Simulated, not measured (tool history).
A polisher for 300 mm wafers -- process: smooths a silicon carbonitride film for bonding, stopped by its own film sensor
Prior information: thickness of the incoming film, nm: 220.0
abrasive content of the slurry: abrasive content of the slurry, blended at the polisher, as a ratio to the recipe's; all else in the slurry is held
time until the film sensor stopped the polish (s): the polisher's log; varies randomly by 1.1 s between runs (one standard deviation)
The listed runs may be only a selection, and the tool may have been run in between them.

run,day,flow of slurry (ml/min),pressure of the wafer on the pad (kPa),speed of the pad under the wafer (cm/s),abrasive content of the slurry,target thickness at which the film sensor stops the polish (angstrom),time until the film sensor stopped the polish (s)
1,0,260,16.5,92,1,1980,60.828
2,0.067,310,16.5,92,1,1980,59.064
3,0.321,310,14.5,92,1,1980,68.208
4,0.542,310,14.5,92,1,2010,59.611
5,0.617,310,13.8,90,1,2010,63.034
6,0.783,335,13.8,90,1,2010,62.307
7,1.121,330,9.7,80,1,2010,94.831
8,1.167,320,9.7,80,1,2010,93.066

The next listed run, before its measurement:
9,1.275,320,9.7,80,1,2010,?

{"run 9": {"time until the film sensor stopped the polish (s)": 94.437}}
